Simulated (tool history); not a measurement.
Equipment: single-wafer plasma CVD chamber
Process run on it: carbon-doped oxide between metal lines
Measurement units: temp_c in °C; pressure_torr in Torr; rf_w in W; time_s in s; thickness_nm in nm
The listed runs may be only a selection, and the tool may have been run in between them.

run	hour	temp_c	pressure_torr	rf_w	time_s	thickness_nm
1	0.0	335	6.89	400	16.7	81.990
2	7.2	342	6.89	400	16.7	79.821
3	13.9	342	7.97	400	16.7	80.686
4	18.2	336	8.21	410	16.7	85.802
5	26.0	333	8.34	410	16.7	85.529
6	26.6	333	8.34	370	16.7	77.858
7	33.6	329	8.55	385	16.7	82.128
8	42.2	326	8.73	395	16.7	84.281
9	49.8	324	8.86	405	16.7	88.052

For run 10, what comes out?
10	55.4	322	8.96	405	16.7	?

thickness_nm: 88.399 nm
